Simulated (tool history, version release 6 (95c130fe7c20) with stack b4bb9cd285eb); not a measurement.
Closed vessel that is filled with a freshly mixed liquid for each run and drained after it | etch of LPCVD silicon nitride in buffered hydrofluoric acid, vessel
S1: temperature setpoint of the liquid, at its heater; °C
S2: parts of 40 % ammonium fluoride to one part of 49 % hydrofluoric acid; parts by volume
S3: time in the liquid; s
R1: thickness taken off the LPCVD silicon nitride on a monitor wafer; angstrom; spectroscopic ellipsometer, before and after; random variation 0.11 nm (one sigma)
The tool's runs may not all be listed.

{"run": 1, "hour": 0.0, "S1": 25.0, "S2": 10.0, "S3": 1260, "R1": 223.0}
{"run": 2, "hour": 3.0, "S1": 25.0, "S2": 10.0, "S3": 1260, "R1": 224.53}
{"run": 3, "hour": 6.1, "S1": 25.5, "S2": 10.0, "S3": 1260, "R1": 231.98}
{"run": 4, "hour": 11.4, "S1": 25.5, "S2": 12.5, "S3": 1260, "R1": 183.61}
{"run": 5, "hour": 16.6, "S1": 26.0, "S2": 12.5, "S3": 1260, "R1": 189.27}
{"run": 6, "hour": 19.5, "S1": 26.5, "S2": 12.5, "S3": 1260, "R1": 196.28}
{"run": 7, "hour": 25.6, "S1": 27.0, "S2": 12.5, "S3": 1260, "R1": 201.96}
{"run": 8, "hour": 29.4, "S1": 27.5, "S2": 12.5, "S3": 1260, "R1": 206.76}

Run 9 is up next; what results do you expect?
{"run": 9, "hour": 37.0, "S1": 27.5, "S2": 12.5, "S3": 1260, "R1": "?"}

Run 9 produced R1 204.51 angstrom.
